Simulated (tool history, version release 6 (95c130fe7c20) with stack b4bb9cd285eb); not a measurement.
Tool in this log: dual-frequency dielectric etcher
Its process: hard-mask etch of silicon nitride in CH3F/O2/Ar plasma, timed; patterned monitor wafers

run    day  source power (kW)  bias power (kW)  etch time (s)  mean etch depth across the wafer (Å)
  1      0               0.42            0.071          238.5                                1599.3
  2   0.05               0.45            0.072          238.5                                1626.7
  3  0.321                0.4            0.072          238.5                                1581.9
  4  0.421                0.4            0.085          238.5                                1661.2
  5  0.517               0.42            0.087            239                                1711.3
  6  0.883               0.42            0.092            239                                  1741
  7  1.233               0.43            0.093            239                                1765.6
  8  1.312               0.43            0.093            239                                1773.3

Run 9, settings as shown, results not yet in. Your forecast:
  9  1.629               0.44            0.093            239                                     ?

For run 9 the tool returned mean etch depth across the wafer (Å) 1780.2.
